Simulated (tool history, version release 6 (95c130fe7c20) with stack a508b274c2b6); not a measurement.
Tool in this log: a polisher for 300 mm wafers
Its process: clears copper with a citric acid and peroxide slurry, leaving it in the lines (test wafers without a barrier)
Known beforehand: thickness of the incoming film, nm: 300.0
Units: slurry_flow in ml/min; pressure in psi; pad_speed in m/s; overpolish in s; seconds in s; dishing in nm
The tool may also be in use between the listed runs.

run,hour,slurry_flow,pressure,pad_speed,slurry_solids,overpolish,seconds,dishing
1,0.0,160,2.3,1.28,1.00,12,140.49,17.272
2,6.0,160,2.3,1.28,0.80,12,141.49,16.684
3,7.2,160,2.5,1.28,0.80,12,130.74,18.250
4,9.5,160,2.5,1.28,0.65,12,136.55,17.304
5,11.0,190,2.5,1.28,0.65,12,129.75,17.780
6,12.1,190,2.5,1.10,0.65,12,151.83,15.074

What does the tool deliver on the next run?
7,17.4,190,2.7,1.12,0.65,12,?,?

{"run 7": {"seconds": 135.14, "dishing": 16.716}}

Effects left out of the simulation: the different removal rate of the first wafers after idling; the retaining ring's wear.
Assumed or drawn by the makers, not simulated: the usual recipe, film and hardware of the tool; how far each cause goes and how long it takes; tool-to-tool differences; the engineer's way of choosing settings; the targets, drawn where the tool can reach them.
